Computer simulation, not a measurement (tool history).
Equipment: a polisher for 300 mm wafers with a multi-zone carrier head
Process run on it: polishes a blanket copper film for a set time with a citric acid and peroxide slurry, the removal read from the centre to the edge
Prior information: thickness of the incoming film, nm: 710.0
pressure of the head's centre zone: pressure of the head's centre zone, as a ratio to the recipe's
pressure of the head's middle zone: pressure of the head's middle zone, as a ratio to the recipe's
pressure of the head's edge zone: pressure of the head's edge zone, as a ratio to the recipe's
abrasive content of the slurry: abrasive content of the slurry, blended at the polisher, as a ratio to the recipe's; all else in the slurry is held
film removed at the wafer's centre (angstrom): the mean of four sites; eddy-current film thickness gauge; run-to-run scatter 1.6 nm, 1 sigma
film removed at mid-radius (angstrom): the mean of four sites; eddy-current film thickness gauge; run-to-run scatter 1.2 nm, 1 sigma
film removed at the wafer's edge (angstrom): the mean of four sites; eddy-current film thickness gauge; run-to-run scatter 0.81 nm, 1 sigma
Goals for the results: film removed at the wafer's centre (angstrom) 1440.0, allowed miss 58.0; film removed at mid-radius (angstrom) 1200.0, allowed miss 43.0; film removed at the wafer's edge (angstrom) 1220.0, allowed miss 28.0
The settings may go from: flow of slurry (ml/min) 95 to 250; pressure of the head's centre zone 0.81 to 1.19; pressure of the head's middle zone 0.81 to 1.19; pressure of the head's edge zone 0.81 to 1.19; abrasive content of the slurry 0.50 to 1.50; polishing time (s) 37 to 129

run	hour	flow of slurry (ml/min)	pressure of the head's centre zone	pressure of the head's middle zone	pressure of the head's edge zone	abrasive content of the slurry	polishing time (s)	film removed at the wafer's centre (angstrom)	film removed at mid-radius (angstrom)	film removed at the wafer's edge (angstrom)
1	0.0	160	1.00	1.00	1.00	1.00	83	1482.2	1447.4	1471.4
2	1.6	160	1.00	1.00	1.03	1.00	83	1459.1	1456.7	1508.0
3	6.3	150	1.01	0.98	0.97	0.95	83	1431.0	1385.7	1425.3
4	14.8	150	1.01	0.98	0.97	0.85	83	1388.2	1352.2	1405.6
5	20.1	140	1.04	0.97	0.92	0.85	83	1436.1	1322.9	1344.2
6	24.3	160	1.04	0.97	0.92	0.85	83	1495.0	1367.7	1360.6
7	29.2	145	1.05	0.96	0.89	0.85	83	1462.1	1325.5	1333.2
8	38.1	135	1.07	0.95	0.87	0.80	83	1414.9	1276.9	1280.5
9	40.3	130	1.09	0.94	0.86	0.80	83	1462.0	1247.1	1284.1
10	43.5	125	1.10	0.94	0.85	0.80	83	1448.9	1247.3	1269.0

5 candidate next runs follow, results not yet known. Just one meets every target within its allowed miss. Identify it.
A	46.7	130	1.19	0.91	0.81	0.90	80	?	?	?
B	46.7	170	1.13	0.85	0.81	0.90	72	?	?	?
C	46.7	125	1.13	0.94	0.85	1.00	77	?	?	?
D	46.7	125	1.19	0.93	0.83	0.85	75	?	?	?
E	46.7	140	1.14	0.95	0.81	0.80	77	?	?	?

move	film removed at the wafer's centre (angstrom)	film removed at mid-radius (angstrom)	film removed at the wafer's edge (angstrom)
A	1568.6	1197.8	1227.9
B	1430.0	1079.8	1152.7
C	1447.4	1198.0	1223.9
D	1437.6	1119.2	1142.0
E	1442.1	1188.9	1168.8
A: brings the result that was furthest off to its target, and leaves another outside
B: carries the result that was furthest off beyond its target, to the other side
C: every result lands within tolerance
D: carries the result that was furthest off beyond its target, to the other side
E: carries the result that was furthest off beyond its target, to the other side
So the answer is move C, the one that meets all the targets.
